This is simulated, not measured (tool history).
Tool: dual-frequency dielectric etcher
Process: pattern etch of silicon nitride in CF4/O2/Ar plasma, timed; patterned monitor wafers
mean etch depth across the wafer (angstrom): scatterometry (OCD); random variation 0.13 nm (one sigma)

run	hour	source power (W)	bias power (W)	Ar flow (sccm)	CF4 flow (sccm)	etch time (s)	mean etch depth across the wafer (angstrom)
1	0.0	440	54	81	122	21	381.80
2	6.0	440	54	69	122	21	385.01
3	12.3	490	55	69	122	21	418.95
4	18.1	490	55	60	122	21	423.04
5	23.4	530	56	60	123	21	451.61
6	25.2	600	56	60	123	21	496.70

Forecast run 7:
7	27.3	610	57	60	124	21	?

{"run 7": {"mean etch depth across the wafer (angstrom)": 504.79}}

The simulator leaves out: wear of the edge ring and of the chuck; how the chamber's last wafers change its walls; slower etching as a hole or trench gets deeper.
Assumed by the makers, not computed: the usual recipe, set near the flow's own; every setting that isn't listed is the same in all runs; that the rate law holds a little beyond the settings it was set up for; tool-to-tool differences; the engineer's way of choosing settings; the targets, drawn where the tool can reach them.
